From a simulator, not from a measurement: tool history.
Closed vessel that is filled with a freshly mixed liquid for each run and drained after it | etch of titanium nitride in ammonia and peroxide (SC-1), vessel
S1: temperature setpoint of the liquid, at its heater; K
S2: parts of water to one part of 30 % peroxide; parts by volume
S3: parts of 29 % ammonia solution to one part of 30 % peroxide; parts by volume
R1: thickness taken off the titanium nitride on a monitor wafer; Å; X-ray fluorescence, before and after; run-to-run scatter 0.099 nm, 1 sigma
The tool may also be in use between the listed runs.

{"run": 1, "hour": 0.0, "S1": 335.15, "S2": 11.0, "S3": 0.55, "time in the liquid (s)": 30, "R1": 69.528}
{"run": 2, "hour": 9.0, "S1": 336.15, "S2": 11.0, "S3": 0.55, "time in the liquid (s)": 30, "R1": 73.532}
{"run": 3, "hour": 10.0, "S1": 336.15, "S2": 11.0, "S3": 0.65, "time in the liquid (s)": 30, "R1": 76.488}
{"run": 4, "hour": 12.8, "S1": 336.15, "S2": 11.0, "S3": 0.45, "time in the liquid (s)": 30, "R1": 72.523}
{"run": 5, "hour": 20.0, "S1": 339.65, "S2": 11.0, "S3": 0.45, "time in the liquid (s)": 30, "R1": 89.178}
{"run": 6, "hour": 27.5, "S1": 337.15, "S2": 11.0, "S3": 0.45, "time in the liquid (s)": 30, "R1": 76.139}
{"run": 7, "hour": 36.1, "S1": 338.15, "S2": 10.5, "S3": 0.45, "time in the liquid (s)": 30, "R1": 83.845}
{"run": 8, "hour": 43.0, "S1": 338.65, "S2": 10.5, "S3": 0.45, "time in the liquid (s)": 30, "R1": 85.786}

For run 9, what comes out?
{"run": 9, "hour": 43.7, "S1": 339.15, "S2": 10.0, "S3": 0.45, "time in the liquid (s)": 30, "R1": "?"}

R1: 90.334 Å
